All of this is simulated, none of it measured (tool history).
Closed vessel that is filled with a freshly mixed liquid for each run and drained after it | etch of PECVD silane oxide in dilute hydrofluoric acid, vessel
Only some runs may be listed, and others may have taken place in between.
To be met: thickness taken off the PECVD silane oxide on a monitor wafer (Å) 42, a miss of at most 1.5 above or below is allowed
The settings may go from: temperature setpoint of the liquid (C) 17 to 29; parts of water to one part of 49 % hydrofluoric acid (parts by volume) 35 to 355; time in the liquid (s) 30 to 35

run,day,temperature setpoint of the liquid (C),parts of water to one part of 49 % hydrofluoric acid (parts by volume),time in the liquid (s),thickness taken off the PECVD silane oxide on a monitor wafer (Å)
1,0,21,195,35,35.057
2,0.275,21,195,35,34.9
3,0.412,21,195,30,30.683
4,0.467,23,190,30,33.837
5,0.654,24,185,30,36.176
6,0.704,24,185,30,36.507
7,0.746,25,185,30,36.837
8,0.917,26,180,30,39.788

4 candidate next runs follow, results not yet known. Just one meets every target within its allowed miss. Identify it.
A,1.088,25,175,35,?
B,1.088,25.5,185,35,?
C,1.088,27,190,30,?
D,1.088,25,190,35,?

move,thickness taken off the PECVD silane oxide on a monitor wafer (Å)
A,46.705
B,44.498
C,38.995
D,42.299
A: carries the result that was furthest off beyond its target, to the other side
B: carries the result that was furthest off beyond its target, to the other side
C: lands further from the targets than the last run did
D: each result inside its tolerance
Move D is the one to make.
